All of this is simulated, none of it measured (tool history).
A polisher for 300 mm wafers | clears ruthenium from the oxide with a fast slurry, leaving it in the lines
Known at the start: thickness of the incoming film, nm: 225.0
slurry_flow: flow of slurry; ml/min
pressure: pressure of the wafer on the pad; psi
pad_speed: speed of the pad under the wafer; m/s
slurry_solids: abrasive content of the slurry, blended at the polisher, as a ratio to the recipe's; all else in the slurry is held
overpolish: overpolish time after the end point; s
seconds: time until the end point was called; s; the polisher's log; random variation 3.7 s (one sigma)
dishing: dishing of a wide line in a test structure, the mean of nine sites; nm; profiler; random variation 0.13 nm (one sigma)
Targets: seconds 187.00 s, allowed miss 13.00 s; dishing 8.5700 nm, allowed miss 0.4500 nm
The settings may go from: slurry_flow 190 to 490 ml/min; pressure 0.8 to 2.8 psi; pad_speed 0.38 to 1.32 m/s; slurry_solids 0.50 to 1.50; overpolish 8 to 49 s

{"run": 1, "hour": 0.0, "slurry_flow": 315, "pressure": 1.8, "pad_speed": 0.84, "slurry_solids": 1.0, "overpolish": 25, "seconds": 130.16, "dishing": 34.277}
{"run": 2, "hour": 5.5, "slurry_flow": 315, "pressure": 1.7, "pad_speed": 0.78, "slurry_solids": 1.0, "overpolish": 22, "seconds": 145.31, "dishing": 27.977}
{"run": 3, "hour": 7.0, "slurry_flow": 315, "pressure": 1.6, "pad_speed": 0.74, "slurry_solids": 1.0, "overpolish": 20, "seconds": 162.06, "dishing": 22.665}
{"run": 4, "hour": 13.0, "slurry_flow": 340, "pressure": 1.5, "pad_speed": 0.72, "slurry_solids": 1.05, "overpolish": 18, "seconds": 166.49, "dishing": 20.323}
{"run": 5, "hour": 19.3, "slurry_flow": 340, "pressure": 1.5, "pad_speed": 0.72, "slurry_solids": 1.05, "overpolish": 10, "seconds": 171.88, "dishing": 11.714}
{"run": 6, "hour": 22.7, "slurry_flow": 340, "pressure": 1.5, "pad_speed": 0.54, "slurry_solids": 1.05, "overpolish": 10, "seconds": 220.13, "dishing": 8.937}
{"run": 7, "hour": 25.8, "slurry_flow": 345, "pressure": 1.5, "pad_speed": 0.54, "slurry_solids": 1.05, "overpolish": 10, "seconds": 226.53, "dishing": 8.7956}
{"run": 8, "hour": 31.2, "slurry_flow": 350, "pressure": 1.6, "pad_speed": 0.54, "slurry_solids": 1.05, "overpolish": 10, "seconds": 216.19, "dishing": 9.4859}
{"run": 9, "hour": 38.4, "slurry_flow": 325, "pressure": 1.6, "pad_speed": 0.54, "slurry_solids": 1.1, "overpolish": 10, "seconds": 212.76, "dishing": 9.6327}
{"run": 10, "hour": 39.9, "slurry_flow": 350, "pressure": 1.6, "pad_speed": 0.54, "slurry_solids": 1.1, "overpolish": 10, "seconds": 209.74, "dishing": 9.419}

Which of these 5 next moves meets every target?
{"run": "A", "hour": 41.4, "slurry_flow": 425, "pressure": 1.4, "pad_speed": 0.6, "slurry_solids": 1.15, "overpolish": 11, "seconds": "?", "dishing": "?"}
{"run": "B", "hour": 41.4, "slurry_flow": 370, "pressure": 1.5, "pad_speed": 0.58, "slurry_solids": 0.95, "overpolish": 12, "seconds": "?", "dishing": "?"}
{"run": "C", "hour": 41.4, "slurry_flow": 445, "pressure": 1.9, "pad_speed": 0.4, "slurry_solids": 1.1, "overpolish": 12, "seconds": "?", "dishing": "?"}
{"run": "D", "hour": 41.4, "slurry_flow": 370, "pressure": 1.6, "pad_speed": 0.54, "slurry_solids": 1.1, "overpolish": 11, "seconds": "?", "dishing": "?"}
{"run": "E", "hour": 41.4, "slurry_flow": 260, "pressure": 1.2, "pad_speed": 0.76, "slurry_solids": 1.2, "overpolish": 8, "seconds": "?", "dishing": "?"}

move=A seconds=204.71 dishing=10.8100
move=B seconds=221.08 dishing=10.9140
move=C seconds=236.38 dishing=10.2350
move=D seconds=208.42 dishing=10.6250
move=E seconds=187.55 dishing=8.6541
A: further off than the last run
B: further off than the last run
C: further off than the last run
D: further off than the last run
E: meets every target
Move E is the one to make.

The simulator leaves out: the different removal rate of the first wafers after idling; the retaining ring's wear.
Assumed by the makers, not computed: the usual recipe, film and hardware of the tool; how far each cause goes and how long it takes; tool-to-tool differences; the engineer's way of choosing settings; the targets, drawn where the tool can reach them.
